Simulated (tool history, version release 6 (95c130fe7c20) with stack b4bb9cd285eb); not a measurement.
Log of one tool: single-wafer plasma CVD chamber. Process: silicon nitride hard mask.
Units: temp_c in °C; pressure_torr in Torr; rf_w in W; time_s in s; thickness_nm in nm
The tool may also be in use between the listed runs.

run	hour	temp_c	pressure_torr	rf_w	time_s	thickness_nm
1	0.0	410	1.85	385	34.6	44.900
2	5.7	415	1.85	385	34.6	44.755
3	6.3	423	1.85	385	34.6	44.601
4	11.5	413	1.85	385	34.6	44.713
5	16.0	413	1.85	385	35.8	46.358
6	23.1	408	1.85	385	35.8	46.451
7	29.6	408	1.77	385	35.8	45.756
8	32.8	408	1.71	385	35.8	44.923
9	33.8	408	1.67	385	35.8	44.586
10	35.5	408	1.63	385	35.8	44.230
11	37.8	408	1.26	380	35.8	39.240
12	46.5	408	1.28	380	35.8	39.378
# hour 48.2: capacitance manometer re-zeroed and calibrated
13	48.2	408	1.30	380	35.8	38.718

Forecast run 14:
14	55.2	408	1.32	380	35.8	?

{"run 14": {"thickness_nm": 38.829}}
